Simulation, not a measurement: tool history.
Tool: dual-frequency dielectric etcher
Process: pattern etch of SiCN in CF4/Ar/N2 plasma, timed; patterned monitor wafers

run,hour,source power (W),bias power (W),Ar flow (sccm),CF4 flow (sccm),etch time (s),mean etch depth across the wafer (angstrom)
1,0.0,330,72,80,51,39.5,280.42
2,8.6,330,72,74,51,39.5,284.13
3,16.4,330,72,74,51,39.5,284.68
4,20.4,330,72,74,47,39.5,280.65
5,28.7,330,72,74,43,39.5,276.27
6,35.1,390,72,74,43,39.5,329.42
7,42.5,410,72,74,43,39.5,346.36
8,44.8,420,72,74,43,39.5,354.94

Forecast run 9:
9,52.7,430,72,74,43,39.5,?

mean etch depth across the wafer (angstrom): 363.50
